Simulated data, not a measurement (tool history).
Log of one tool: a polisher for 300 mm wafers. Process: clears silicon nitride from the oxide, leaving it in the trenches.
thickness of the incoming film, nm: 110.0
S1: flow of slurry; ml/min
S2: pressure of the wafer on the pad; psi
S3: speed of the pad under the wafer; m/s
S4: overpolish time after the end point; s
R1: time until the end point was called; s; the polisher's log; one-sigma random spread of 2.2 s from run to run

run 1 hour=0.0 | S1=265 S2=3.2 S3=1.08 S4=7 | R1=87.510
run 2 hour=3.6 | S1=265 S2=3.2 S3=1.08 S4=7 | R1=89.008
run 3 hour=5.4 | S1=265 S2=3.0 S3=1.06 S4=7 | R1=94.809
run 4 hour=14.2 | S1=265 S2=2.8 S3=1.04 S4=7 | R1=97.824
run 5 hour=16.3 | S1=265 S2=2.6 S3=1.02 S4=7 | R1=107.380
run 6 hour=22.6 | S1=330 S2=2.6 S3=1.02 S4=7 | R1=103.190
run 7 hour=26.9 | S1=330 S2=2.5 S3=1.02 S4=7 | R1=103.320
run 8 hour=32.1 | S1=325 S2=2.4 S3=1.02 S4=7 | R1=111.720

Estimate the outcome of run 9 from the log above:
run 9 hour=33.4 | S1=325 S2=2.3 S3=1.02 S4=7 | R1=?

For run 9 the tool returned R1 109.650 s.

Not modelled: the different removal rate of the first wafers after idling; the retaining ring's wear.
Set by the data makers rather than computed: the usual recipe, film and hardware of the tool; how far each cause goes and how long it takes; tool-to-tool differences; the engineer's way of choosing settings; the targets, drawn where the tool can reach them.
